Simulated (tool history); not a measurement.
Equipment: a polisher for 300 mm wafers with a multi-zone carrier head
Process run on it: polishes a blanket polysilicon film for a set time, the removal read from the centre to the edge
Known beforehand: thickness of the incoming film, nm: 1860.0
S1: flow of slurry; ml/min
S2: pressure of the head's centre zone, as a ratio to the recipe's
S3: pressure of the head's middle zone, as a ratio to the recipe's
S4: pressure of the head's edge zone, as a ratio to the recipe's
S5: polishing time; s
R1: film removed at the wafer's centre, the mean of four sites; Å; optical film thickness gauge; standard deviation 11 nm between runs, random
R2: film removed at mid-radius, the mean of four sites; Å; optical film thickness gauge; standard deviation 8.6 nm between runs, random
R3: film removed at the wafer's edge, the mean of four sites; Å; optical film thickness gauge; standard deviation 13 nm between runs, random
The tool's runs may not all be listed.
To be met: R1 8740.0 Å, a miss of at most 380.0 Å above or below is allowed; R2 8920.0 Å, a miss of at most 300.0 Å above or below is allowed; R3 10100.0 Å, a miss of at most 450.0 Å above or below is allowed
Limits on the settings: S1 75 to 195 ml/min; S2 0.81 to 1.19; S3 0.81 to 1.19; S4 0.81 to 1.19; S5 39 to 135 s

run,hour,S1,S2,S3,S4,S5,R1,R2,R3
1,0.0,125,1.00,1.00,1.00,87,6945.3,6995.2,6899.3
2,3.2,125,1.08,1.00,1.00,87,7499.2,7017.1,7059.6
3,8.6,125,1.03,1.00,1.00,87,7123.5,7031.3,6829.9
4,9.2,125,1.03,1.00,0.95,87,7134.6,7083.7,6952.9
5,17.3,125,1.03,0.91,0.95,87,7067.9,6540.2,6948.9
6,22.7,125,1.03,0.83,0.95,87,7053.0,6294.3,7027.6
7,25.9,125,1.02,0.83,0.96,90,7368.8,6460.6,7183.3
8,28.5,120,1.00,0.83,0.97,93,7248.9,6526.2,7306.7
9,30.6,120,0.98,0.83,0.98,96,7388.0,6874.2,7638.2
10,32.4,125,0.97,0.83,1.00,98,7661.0,6946.1,7817.4
11,40.0,125,0.95,0.83,1.01,101,7679.2,7313.8,8434.1
12,48.6,130,0.95,0.84,1.01,101,7699.8,7430.1,8435.5
13,51.7,135,0.95,0.84,1.01,101,7588.7,7474.4,8363.8
14,60.6,140,0.95,0.84,1.02,102,7956.6,7619.8,8542.1
15,64.4,140,0.94,0.84,1.03,103,8122.6,7755.0,8510.9
16,70.8,150,0.84,0.81,1.13,117,8294.9,8695.1,10269.0

Next run, 5 choices. One meets every target within its allowed miss, the rest don't. Which?
A,77.2,185,0.93,0.92,1.19,108,?,?,?
B,77.2,115,0.85,0.81,1.19,130,?,?,?
C,77.2,145,0.83,0.84,1.12,116,?,?,?
D,77.2,170,0.84,0.93,1.13,111,?,?,?
E,77.2,195,1.00,0.86,1.10,111,?,?,?

move,R1,R2,R3
A,8775.0,8756.0,10077.0
B,8685.1,8874.9,11356.0
C,8022.5,8521.5,10176.0
D,8030.2,8942.3,9980.5
E,9775.1,8696.1,10010.0
A: all results in spec
B: brings the last run's worst result on target, with another outside its allowed miss
C: the biggest miss grows against the last run
D: the biggest miss grows against the last run
E: the result that was furthest off in the last run now lies on the other side of its target
The right move is A.

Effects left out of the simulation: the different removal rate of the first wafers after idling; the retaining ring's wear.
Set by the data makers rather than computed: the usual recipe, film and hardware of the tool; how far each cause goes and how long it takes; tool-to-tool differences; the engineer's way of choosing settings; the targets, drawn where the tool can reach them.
